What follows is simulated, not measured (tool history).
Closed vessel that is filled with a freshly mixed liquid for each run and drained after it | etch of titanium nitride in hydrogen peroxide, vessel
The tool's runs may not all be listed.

| run | hour | temperature setpoint of the liquid (K) | concentration of hydrogen peroxide in the mixed liquid (% by weight) | time in the liquid (s) | thickness taken off the titanium nitride on a monitor wafer (Å) |
|---|---|---|---|---|---|
| 1 | 0.0 | 316.15 | 15.5 | 450 | 93.102 |
| 2 | 6.5 | 316.15 | 14.0 | 450 | 89.914 |
| 3 | 10.7 | 316.15 | 12.0 | 450 | 87.095 |
| 4 | 18.6 | 315.15 | 12.0 | 450 | 81.150 |
| 5 | 26.8 | 315.15 | 12.0 | 485 | 87.720 |
| 6 | 29.8 | 314.15 | 12.0 | 485 | 81.049 |
|  | 35.4 | new drum of peroxide connected |
| 7 | 35.4 | 313.65 | 12.0 | 485 | 79.015 |
| 8 | 43.9 | 313.15 | 12.0 | 485 | 76.722 |
| 9 | 48.0 | 312.65 | 12.0 | 485 | 72.819 |

Forecast run 10:
| 10 | 49.6 | 312.15 | 12.0 | 485 | ? |

Run 10 gave thickness taken off the titanium nitride on a monitor wafer (Å) 70.586.
